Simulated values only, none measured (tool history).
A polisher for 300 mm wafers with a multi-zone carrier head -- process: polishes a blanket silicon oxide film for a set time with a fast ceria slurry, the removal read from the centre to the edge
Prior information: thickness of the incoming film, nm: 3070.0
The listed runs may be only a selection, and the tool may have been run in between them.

run,hour,flow of slurry (ml/min),pressure of the head's centre zone,pressure of the head's middle zone,pressure of the head's edge zone,polishing time (s),film removed at the wafer's centre (angstrom),film removed at mid-radius (angstrom),film removed at the wafer's edge (angstrom)
1,0,195,1,1,1,41,4692.6,4518.2,4824.8
2,6.4,195,1,1,0.96,41,4553.2,4502.2,4568.4
3,7.4,185,1.05,0.97,0.95,41,4688.4,4344.1,4519.6
4,16.3,185,1.09,0.93,0.93,41,4943,4169.3,4530
5,19.7,205,1.09,0.93,0.93,41,5083,4223.9,4627.2
6,23.5,205,1.09,0.93,1,41,4994.4,4230.6,4738.3

The next listed run, before its measurement:
7,27.9,195,1.11,0.92,0.97,41,?,?,?

For run 7 the tool returned film removed at the wafer's centre (angstrom) 5141, film removed at mid-radius (angstrom) 4161.4, film removed at the wafer's edge (angstrom) 4571.4.
